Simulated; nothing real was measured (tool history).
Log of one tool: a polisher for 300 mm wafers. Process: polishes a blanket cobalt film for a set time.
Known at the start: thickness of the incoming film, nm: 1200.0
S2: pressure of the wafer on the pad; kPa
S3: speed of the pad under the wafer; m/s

run 1 day=0.000 | flow_of_slurry_(ml/min)=190 S2=12.4 S3=0.84 polishing_time_(s)=18 | film_removed_(Å)=765.39
run 2 day=0.096 | flow_of_slurry_(ml/min)=190 S2=12.4 S3=0.84 polishing_time_(s)=15 | film_removed_(Å)=622.96
run 3 day=0.338 | flow_of_slurry_(ml/min)=190 S2=11.7 S3=0.84 polishing_time_(s)=15 | film_removed_(Å)=589.16
run 4 day=0.538 | flow_of_slurry_(ml/min)=190 S2=11.0 S3=0.84 polishing_time_(s)=15 | film_removed_(Å)=549.90
-- day=0.829 worn pad replaced by a new one
run 5 day=0.829 | flow_of_slurry_(ml/min)=190 S2=10.3 S3=0.84 polishing_time_(s)=15 | film_removed_(Å)=556.45
run 6 day=1.167 | flow_of_slurry_(ml/min)=190 S2=9.7 S3=0.84 polishing_time_(s)=15 | film_removed_(Å)=520.43
run 7 day=1.500 | flow_of_slurry_(ml/min)=190 S2=9.0 S3=0.84 polishing_time_(s)=15 | film_removed_(Å)=475.56

The next listed run, before its measurement:
run 8 day=1.850 | flow_of_slurry_(ml/min)=190 S2=7.6 S3=0.84 polishing_time_(s)=15 | film_removed_(Å)=?

film removed (Å): 411.32

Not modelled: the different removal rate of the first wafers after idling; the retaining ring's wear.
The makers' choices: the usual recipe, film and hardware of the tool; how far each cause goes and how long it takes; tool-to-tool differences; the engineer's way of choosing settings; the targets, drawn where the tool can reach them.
